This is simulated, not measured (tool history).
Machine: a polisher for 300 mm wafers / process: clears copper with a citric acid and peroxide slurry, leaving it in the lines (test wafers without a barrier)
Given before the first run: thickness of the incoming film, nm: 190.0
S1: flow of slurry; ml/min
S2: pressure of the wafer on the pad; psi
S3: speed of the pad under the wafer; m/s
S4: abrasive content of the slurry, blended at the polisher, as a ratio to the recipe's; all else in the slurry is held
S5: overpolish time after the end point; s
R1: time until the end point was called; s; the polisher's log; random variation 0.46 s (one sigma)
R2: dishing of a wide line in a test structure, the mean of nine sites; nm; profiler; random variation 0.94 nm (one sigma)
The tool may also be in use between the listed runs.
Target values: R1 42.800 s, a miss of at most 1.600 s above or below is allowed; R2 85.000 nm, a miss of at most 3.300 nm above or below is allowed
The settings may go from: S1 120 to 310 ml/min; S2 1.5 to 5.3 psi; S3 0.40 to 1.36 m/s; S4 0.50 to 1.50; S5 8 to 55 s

run  hour   S1   S2    S3    S4  S5      R1      R2
  1   0.0  200  3.4  0.88  1.00  28  74.422  41.758
  2   4.2  200  3.4  0.70  1.00  28  90.305  35.088
  3   8.2  200  3.4  0.88  1.00  28  73.715  40.592
  4  10.2  195  3.9  0.90  1.00  31  63.305  49.592
  5  16.0  240  3.9  0.90  1.00  31  60.780  50.268
  6  23.3  240  3.9  0.78  1.00  31  70.147  45.498
  7  31.9  235  4.2  0.84  1.00  34  60.519  54.908
  8  37.6  230  5.2  0.90  1.00  42  47.341  75.001

5 candidate next runs follow, results not yet known. Just one meets every target within its allowed miss. Identify it.
  A  43.3  180  5.3  1.00  1.05  47   ?   ?
  B  43.3  195  5.3  0.88  1.15  30   ?   ?
  C  43.3  240  5.3  0.96  1.20  30   ?   ?
  D  43.3  235  5.3  1.06  0.75  30   ?   ?
  E  43.3  235  4.6  0.82  1.30  45   ?   ?

move      R1      R2
   A  42.723  83.372
   B  46.825  61.228
   C  41.686  65.957
   D  41.036  66.580
   E  54.820  70.512
A: every result lands within tolerance
B: the biggest miss grows against the last run
C: the biggest miss grows against the last run
D: the biggest miss grows against the last run
E: the biggest miss grows against the last run
Answer: A
